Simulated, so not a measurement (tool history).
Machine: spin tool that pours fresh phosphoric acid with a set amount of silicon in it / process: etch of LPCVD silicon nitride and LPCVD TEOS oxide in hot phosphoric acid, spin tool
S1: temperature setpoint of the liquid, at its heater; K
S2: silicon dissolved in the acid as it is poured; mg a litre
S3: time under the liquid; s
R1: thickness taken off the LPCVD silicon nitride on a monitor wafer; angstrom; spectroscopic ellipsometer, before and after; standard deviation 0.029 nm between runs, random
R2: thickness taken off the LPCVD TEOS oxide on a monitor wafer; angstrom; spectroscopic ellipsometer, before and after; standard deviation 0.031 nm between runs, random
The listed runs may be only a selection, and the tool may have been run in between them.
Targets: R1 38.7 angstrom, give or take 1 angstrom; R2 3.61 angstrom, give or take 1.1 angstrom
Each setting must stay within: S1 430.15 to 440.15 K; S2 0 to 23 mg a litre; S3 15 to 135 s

run 1 day=0 | S1=435.15 S2=10 S3=70 | R1=60.458 R2=4.1259
run 2 day=0.292 | S1=434.65 S2=7 S3=60 | R1=51.519 R2=3.4697
run 3 day=0.633 | S1=434.65 S2=5 S3=55 | R1=46.931 R2=3.6214
run 4 day=0.788 | S1=434.65 S2=5 S3=70 | R1=58.944 R2=4.9677
run 5 day=0.992 | S1=434.65 S2=7 S3=70 | R1=59.16 R2=5.0839
run 6 day=1.079 | S1=433.65 S2=5.5 S3=65 | R1=53.77 R2=4.3314
run 7 day=1.121 | S1=434.15 S2=0 S3=35 | R1=29.635 R2=2.3108
run 8 day=1.367 | S1=435.15 S2=0.5 S3=35 | R1=30.483 R2=2.7411
run 9 day=1.425 | S1=436.65 S2=4.5 S3=50 | R1=44.447 R2=4.0352
run 10 day=1.742 | S1=436.15 S2=3 S3=50 | R1=44.384 R2=4.4556
run 11 day=2.008 | S1=435.65 S2=2 S3=50 | R1=44.002 R2=3.7434
run 12 day=2.362 | S1=436.15 S2=3 S3=40 | R1=35.676 R2=3.0387
run 13 day=2.671 | S1=436.65 S2=3.5 S3=40 | R1=36.339 R2=3.8211
run 14 day=3.033 | S1=436.65 S2=4.5 S3=40 | R1=35.765 R2=3.0955
run 15 day=3.279 | S1=437.15 S2=5 S3=40 | R1=37.115 R2=3.3517
run 16 day=3.542 | S1=437.15 S2=5 S3=40 | R1=37.416 R2=3.6737
run 17 day=3.742 | S1=437.15 S2=5 S3=40 | R1=37.003 R2=3.3524
run 18 day=3.875 | S1=437.65 S2=5.5 S3=40 | R1=37.476 R2=3.6381

Next run, 5 choices. One meets every target within its allowed miss, the rest don't. Which?
run A day=4.008 | S1=438.65 S2=3 S3=40 | R1=? R2=?
run B day=4.008 | S1=440.15 S2=5 S3=35 | R1=? R2=?
run C day=4.008 | S1=436.65 S2=9 S3=40 | R1=? R2=?
run D day=4.008 | S1=436.65 S2=13 S3=40 | R1=? R2=?
run E day=4.008 | S1=440.15 S2=0.5 S3=35 | R1=? R2=?

move=A R1=38.718 R2=4.0442
move=B R1=35.578 R2=3.7906
move=C R1=36.253 R2=3.0941
move=D R1=36.253 R2=2.8251
move=E R1=35.578 R2=4.1318
A: all results land within tolerance of their targets
B: further off than the last run
C: further off than the last run
D: further off than the last run
E: further off than the last run
So the answer is move A, the one that meets all the targets.

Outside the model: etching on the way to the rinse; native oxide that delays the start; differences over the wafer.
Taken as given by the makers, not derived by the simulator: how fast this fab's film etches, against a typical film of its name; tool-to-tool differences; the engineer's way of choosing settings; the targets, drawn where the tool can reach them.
